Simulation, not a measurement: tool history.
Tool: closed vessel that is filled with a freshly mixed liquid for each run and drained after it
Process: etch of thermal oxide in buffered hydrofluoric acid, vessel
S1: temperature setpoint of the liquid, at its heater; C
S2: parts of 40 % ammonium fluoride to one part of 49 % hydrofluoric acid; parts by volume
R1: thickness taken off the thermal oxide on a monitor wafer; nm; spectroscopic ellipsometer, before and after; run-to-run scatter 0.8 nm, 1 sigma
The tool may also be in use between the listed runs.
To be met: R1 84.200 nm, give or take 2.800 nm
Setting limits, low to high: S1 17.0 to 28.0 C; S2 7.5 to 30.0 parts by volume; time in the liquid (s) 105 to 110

run 1 hour=0.0 | S1=20.0 S2=22.0 time_in_the_liquid_(s)=105 | R1=44.601
run 2 hour=4.7 | S1=21.5 S2=21.0 time_in_the_liquid_(s)=105 | R1=49.898
run 3 hour=12.7 | S1=22.5 S2=20.0 time_in_the_liquid_(s)=105 | R1=54.932
run 4 hour=15.5 | S1=21.0 S2=20.0 time_in_the_liquid_(s)=105 | R1=50.661
run 5 hour=23.2 | S1=24.5 S2=20.0 time_in_the_liquid_(s)=105 | R1=61.256
run 6 hour=31.1 | S1=25.0 S2=19.5 time_in_the_liquid_(s)=105 | R1=63.759
run 7 hour=36.0 | S1=25.5 S2=19.0 time_in_the_liquid_(s)=105 | R1=68.775
run 8 hour=39.6 | S1=26.0 S2=18.5 time_in_the_liquid_(s)=105 | R1=71.478
run 9 hour=42.5 | S1=26.5 S2=18.5 time_in_the_liquid_(s)=105 | R1=73.842
run 10 hour=48.3 | S1=27.0 S2=18.5 time_in_the_liquid_(s)=105 | R1=75.618
run 11 hour=53.9 | S1=27.0 S2=18.5 time_in_the_liquid_(s)=105 | R1=76.866
run 12 hour=61.1 | S1=27.5 S2=18.0 time_in_the_liquid_(s)=105 | R1=79.478

Exactly one of the 5 candidate moves below puts every result within its allowed miss. Which one?
run A hour=68.3 | S1=26.5 S2=17.0 time_in_the_liquid_(s)=110 | R1=?
run B hour=68.3 | S1=25.5 S2=15.0 time_in_the_liquid_(s)=110 | R1=?
run C hour=68.3 | S1=27.0 S2=20.0 time_in_the_liquid_(s)=110 | R1=?
run D hour=68.3 | S1=28.0 S2=16.5 time_in_the_liquid_(s)=110 | R1=?
run E hour=68.3 | S1=26.5 S2=15.5 time_in_the_liquid_(s)=110 | R1=?

move=A R1=82.753
move=B R1=88.671
move=C R1=72.439
move=D R1=92.344
move=E R1=90.618
A: hits every target within its allowed miss
B: the result that was furthest off in the last run now lies on the other side of its target
C: moves away from the targets compared with the last run
D: the result that was furthest off in the last run now lies on the other side of its target
E: the result that was furthest off in the last run now lies on the other side of its target
Go with A: it meets all targets.
